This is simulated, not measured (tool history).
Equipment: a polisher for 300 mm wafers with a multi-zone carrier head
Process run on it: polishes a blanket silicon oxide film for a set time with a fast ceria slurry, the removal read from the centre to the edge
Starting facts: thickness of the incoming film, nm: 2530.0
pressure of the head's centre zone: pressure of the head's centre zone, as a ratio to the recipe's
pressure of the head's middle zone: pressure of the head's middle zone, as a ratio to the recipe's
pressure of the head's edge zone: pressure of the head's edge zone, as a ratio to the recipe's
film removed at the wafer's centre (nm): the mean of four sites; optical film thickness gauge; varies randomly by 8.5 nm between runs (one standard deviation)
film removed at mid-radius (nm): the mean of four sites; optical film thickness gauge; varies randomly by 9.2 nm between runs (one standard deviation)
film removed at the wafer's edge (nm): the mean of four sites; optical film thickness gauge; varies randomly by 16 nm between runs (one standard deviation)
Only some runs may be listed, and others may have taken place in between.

run	hour	flow of slurry (ml/min)	pressure of the head's centre zone	pressure of the head's middle zone	pressure of the head's edge zone	polishing time (s)	film removed at the wafer's centre (nm)	film removed at mid-radius (nm)	film removed at the wafer's edge (nm)
1	0	225	1	1	1	80	1029.1	986.44	985
2	7.6	190	1	1	1	80	990.78	968.02	993.53
3	10	190	1	1	1	94	1160.7	1145.1	1168.6
4	13.5	190	1	1	1.04	94	1167.5	1127.5	1171.3
5	19.2	225	1.01	1.02	1.03	93	1203.3	1172.2	1162.2
6	21.7	270	1.01	1.02	1.03	93	1217.1	1213.7	1197
7	24.3	280	1.04	1.03	1.01	92	1252.1	1201.8	1184

Forecast run 8:
8	27.4	295	1.06	1.05	0.98	91	?	?	?

{"run 8": {"film removed at the wafer's centre (nm)": 1269.5, "film removed at mid-radius (nm)": 1189.9, "film removed at the wafer's edge (nm)": 1154}}
